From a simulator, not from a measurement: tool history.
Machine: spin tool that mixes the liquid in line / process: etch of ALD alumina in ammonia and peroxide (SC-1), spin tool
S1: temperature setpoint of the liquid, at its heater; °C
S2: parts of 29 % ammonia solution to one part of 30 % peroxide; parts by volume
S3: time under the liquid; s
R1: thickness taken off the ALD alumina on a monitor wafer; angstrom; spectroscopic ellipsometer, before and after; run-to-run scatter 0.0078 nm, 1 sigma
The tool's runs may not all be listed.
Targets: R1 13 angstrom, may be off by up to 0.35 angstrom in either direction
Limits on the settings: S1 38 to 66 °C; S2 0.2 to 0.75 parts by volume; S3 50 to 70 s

run 1 day=0 | S1=50 S2=0.45 S3=70 | R1=22.908
run 2 day=0.204 | S1=57 S2=0.45 S3=70 | R1=33.546
run 3 day=0.575 | S1=52.5 S2=0.45 S3=70 | R1=26.506
run 4 day=0.783 | S1=52.5 S2=0.6 S3=70 | R1=27.2
run 5 day=0.958 | S1=49 S2=0.6 S3=70 | R1=22.382
run 6 day=1.158 | S1=42 S2=0.6 S3=70 | R1=15.016
run 7 day=1.433 | S1=41.5 S2=0.6 S3=70 | R1=14.558
run 8 day=1.479 | S1=41 S2=0.6 S3=70 | R1=14.074
run 9 day=1.796 | S1=40.5 S2=0.6 S3=70 | R1=13.737

Pick the move, out of 4, that brings all results within their allowed miss; only one does.
run A day=2.112 | S1=41.5 S2=0.4 S3=70 | R1=?
run B day=2.112 | S1=41.5 S2=0.65 S3=70 | R1=?
run C day=2.112 | S1=42.5 S2=0.55 S3=70 | R1=?
run D day=2.112 | S1=39.5 S2=0.6 S3=70 | R1=?

move=A R1=14.051
move=B R1=14.719
move=C R1=15.364
move=D R1=12.967
A: misses by more than the last run did
B: misses by more than the last run did
C: misses by more than the last run did
D: every result within its allowed miss
Answer: D
